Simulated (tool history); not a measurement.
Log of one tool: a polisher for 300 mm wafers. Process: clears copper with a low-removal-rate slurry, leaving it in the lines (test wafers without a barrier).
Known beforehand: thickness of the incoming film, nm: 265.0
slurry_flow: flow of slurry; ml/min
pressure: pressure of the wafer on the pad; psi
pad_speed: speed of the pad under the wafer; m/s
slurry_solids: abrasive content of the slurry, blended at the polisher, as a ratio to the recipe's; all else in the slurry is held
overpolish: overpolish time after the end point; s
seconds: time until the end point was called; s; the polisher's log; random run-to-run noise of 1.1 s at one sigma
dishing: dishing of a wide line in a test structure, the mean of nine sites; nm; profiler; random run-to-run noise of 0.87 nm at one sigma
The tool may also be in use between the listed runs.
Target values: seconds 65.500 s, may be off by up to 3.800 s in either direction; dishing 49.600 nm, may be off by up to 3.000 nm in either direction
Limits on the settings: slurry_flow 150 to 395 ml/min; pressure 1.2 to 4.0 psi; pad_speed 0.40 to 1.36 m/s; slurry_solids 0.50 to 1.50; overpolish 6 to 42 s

run,day,slurry_flow,pressure,pad_speed,slurry_solids,overpolish,seconds,dishing
1,0.000,250,2.6,0.88,1.00,21,111.760,30.139
2,0.275,250,3.0,0.90,1.00,21,97.914,32.860
3,0.646,250,3.3,0.94,1.00,22,90.176,36.853
4,0.792,250,3.5,1.00,1.00,22,82.978,40.611
5,0.846,250,3.7,1.04,1.00,22,77.461,42.382
6,1.188,250,3.8,1.08,1.00,22,70.764,47.784
7,1.479,255,4.0,1.08,1.00,21,69.214,46.294
8,1.829,255,4.0,1.08,1.00,21,67.658,45.734

Exactly one of the 5 candidate moves below puts every result within its allowed miss. Which one?
A,2.179,260,3.9,1.16,1.00,22,?,?
B,2.179,235,4.0,1.14,1.05,17,?,?
C,2.179,285,3.9,1.08,0.95,20,?,?
D,2.179,300,3.4,1.28,0.85,18,?,?
E,2.179,200,3.9,1.16,1.15,17,?,?

move,seconds,dishing
A,65.883,50.023
B,65.897,40.339
C,70.782,43.544
D,67.135,41.435
E,66.028,40.234
A: all results in spec
B: moves away from the targets compared with the last run
C: moves away from the targets compared with the last run
D: moves away from the targets compared with the last run
E: moves away from the targets compared with the last run
Go with A: it meets all targets.
